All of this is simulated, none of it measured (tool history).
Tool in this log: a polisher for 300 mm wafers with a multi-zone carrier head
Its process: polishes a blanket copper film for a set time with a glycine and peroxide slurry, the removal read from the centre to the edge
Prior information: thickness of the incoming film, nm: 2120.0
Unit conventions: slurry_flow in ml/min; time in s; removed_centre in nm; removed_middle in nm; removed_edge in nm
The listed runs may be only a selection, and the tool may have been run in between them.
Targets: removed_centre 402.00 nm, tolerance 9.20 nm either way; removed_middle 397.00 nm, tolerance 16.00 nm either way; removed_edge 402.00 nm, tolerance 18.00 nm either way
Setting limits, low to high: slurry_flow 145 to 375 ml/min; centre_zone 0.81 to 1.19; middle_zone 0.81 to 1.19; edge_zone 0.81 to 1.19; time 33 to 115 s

Run 1, hour 0.0: slurry_flow 240 ml/min, centre_zone 1.00, middle_zone 1.00, edge_zone 1.00, time 73 s. Result: removed_centre 585.49 nm, removed_middle 562.95 nm, removed_edge 570.93 nm.
Run 2, hour 1.1: slurry_flow 240 ml/min, centre_zone 0.92, middle_zone 1.00, edge_zone 1.00, time 73 s. Result: removed_centre 539.91 nm, removed_middle 572.25 nm, removed_edge 574.44 nm.
Run 3, hour 6.5: slurry_flow 240 ml/min, centre_zone 0.86, middle_zone 1.00, edge_zone 1.00, time 73 s. Result: removed_centre 505.80 nm, removed_middle 575.79 nm, removed_edge 564.73 nm.
Run 4, hour 8.7: slurry_flow 240 ml/min, centre_zone 0.86, middle_zone 1.06, edge_zone 1.00, time 73 s. Result: removed_centre 508.34 nm, removed_middle 594.83 nm, removed_edge 573.84 nm.
Run 5, hour 17.2: slurry_flow 235 ml/min, centre_zone 0.87, middle_zone 1.02, edge_zone 0.98, time 70 s. Result: removed_centre 483.61 nm, removed_middle 574.61 nm, removed_edge 544.27 nm.
Run 6, hour 25.1: slurry_flow 235 ml/min, centre_zone 0.82, middle_zone 1.02, edge_zone 0.98, time 70 s. Result: removed_centre 462.32 nm, removed_middle 558.63 nm, removed_edge 536.54 nm.
Run 7, hour 33.4: slurry_flow 235 ml/min, centre_zone 0.84, middle_zone 0.99, edge_zone 0.97, time 67 s. Result: removed_centre 453.36 nm, removed_middle 526.11 nm, removed_edge 519.00 nm.
Run 8, hour 37.1: slurry_flow 240 ml/min, centre_zone 0.86, middle_zone 0.97, edge_zone 0.95, time 64 s. Result: removed_centre 444.17 nm, removed_middle 494.57 nm, removed_edge 490.97 nm.
Run 9, hour 45.0: slurry_flow 245 ml/min, centre_zone 0.87, middle_zone 0.95, edge_zone 0.93, time 62 s. Result: removed_centre 435.44 nm, removed_middle 464.53 nm, removed_edge 457.50 nm.

Next run, 5 choices. One meets every target within its allowed miss, the rest don't. Which?
Run A, hour 52.9: slurry_flow 215 ml/min, centre_zone 0.90, middle_zone 0.88, edge_zone 0.85, time 56 s. Result: removed_centre ?, removed_middle ?, removed_edge ?.
Run B, hour 52.9: slurry_flow 190 ml/min, centre_zone 0.88, middle_zone 0.81, edge_zone 1.19, time 67 s. Result: removed_centre ?, removed_middle ?, removed_edge ?.
Run C, hour 52.9: slurry_flow 170 ml/min, centre_zone 0.91, middle_zone 0.81, edge_zone 1.13, time 61 s. Result: removed_centre ?, removed_middle ?, removed_edge ?.
Run D, hour 52.9: slurry_flow 260 ml/min, centre_zone 0.84, middle_zone 0.98, edge_zone 0.91, time 56 s. Result: removed_centre ?, removed_middle ?, removed_edge ?.
Run E, hour 52.9: slurry_flow 230 ml/min, centre_zone 0.88, middle_zone 0.99, edge_zone 0.85, time 71 s. Result: removed_centre ?, removed_middle ?, removed_edge ?.

move  removed_centre  removed_middle  removed_edge
   A          399.95          395.87        387.25
   B          462.34          439.66        541.79
   C          430.92          396.55        476.90
   D          379.57          437.49        403.46
   E          499.07          553.76        492.29
A: all results in spec
B: misses by more than the last run did
C: the worst result of the last run now meets its target, but another is out of spec
D: better than the last run, though not everything is in spec
E: misses by more than the last run did
A is the move that brings every result within its allowed miss.

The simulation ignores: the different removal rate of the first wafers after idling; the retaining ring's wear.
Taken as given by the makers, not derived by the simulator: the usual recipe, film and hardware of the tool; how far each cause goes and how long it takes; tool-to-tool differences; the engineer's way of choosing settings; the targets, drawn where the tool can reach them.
